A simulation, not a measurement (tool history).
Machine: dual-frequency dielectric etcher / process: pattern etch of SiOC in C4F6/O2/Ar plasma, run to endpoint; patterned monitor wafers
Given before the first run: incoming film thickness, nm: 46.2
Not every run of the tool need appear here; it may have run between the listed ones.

Run 1, hour 0.0: bias power (kW) 0.611, source power (kW) 0.320. Result: endpoint time (s) 14.931.
Run 2, hour 6.0: bias power (kW) 0.611, source power (kW) 0.360. Result: endpoint time (s) 14.288.
Run 3, hour 8.1: bias power (kW) 0.576, source power (kW) 0.360. Result: endpoint time (s) 14.737.
Run 4, hour 16.6: bias power (kW) 0.576, source power (kW) 0.380. Result: endpoint time (s) 14.457.
Run 5, hour 23.2: bias power (kW) 0.576, source power (kW) 0.330. Result: endpoint time (s) 15.183.
Run 6, hour 25.8: bias power (kW) 0.576, source power (kW) 0.370. Result: endpoint time (s) 14.719.
Run 7, hour 33.1: bias power (kW) 0.552, source power (kW) 0.370. Result: endpoint time (s) 14.766.
Run 8, hour 36.5: bias power (kW) 0.525, source power (kW) 0.370. Result: endpoint time (s) 15.196.

Predict the results of run 9:
Run 9, hour 37.5: bias power (kW) 0.506, source power (kW) 0.370. Result: endpoint time (s) ?.

{"run 9": {"endpoint time (s)": 15.462}}
